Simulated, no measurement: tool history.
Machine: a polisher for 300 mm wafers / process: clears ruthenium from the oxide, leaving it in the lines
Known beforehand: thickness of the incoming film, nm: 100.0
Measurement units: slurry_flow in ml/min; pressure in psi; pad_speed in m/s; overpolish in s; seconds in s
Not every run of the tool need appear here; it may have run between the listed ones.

| run | hour | slurry_flow | pressure | pad_speed | overpolish | seconds |
|---|---|---|---|---|---|---|
| 1 | 0.0 | 265 | 2.4 | 1.12 | 15 | 67.029 |
| 2 | 6.4 | 295 | 2.4 | 1.12 | 15 | 66.883 |
| 3 | 14.7 | 295 | 2.0 | 1.10 | 15 | 82.043 |
| 4 | 17.6 | 230 | 2.0 | 1.10 | 15 | 84.232 |
| 5 | 18.8 | 230 | 2.0 | 1.10 | 16 | 83.636 |
| 6 | 25.3 | 230 | 1.8 | 1.10 | 16 | 92.193 |

Expected results for the next run?
| 7 | 30.4 | 230 | 1.7 | 1.10 | 16 | ? |

{"run 7": {"seconds": 97.228}}

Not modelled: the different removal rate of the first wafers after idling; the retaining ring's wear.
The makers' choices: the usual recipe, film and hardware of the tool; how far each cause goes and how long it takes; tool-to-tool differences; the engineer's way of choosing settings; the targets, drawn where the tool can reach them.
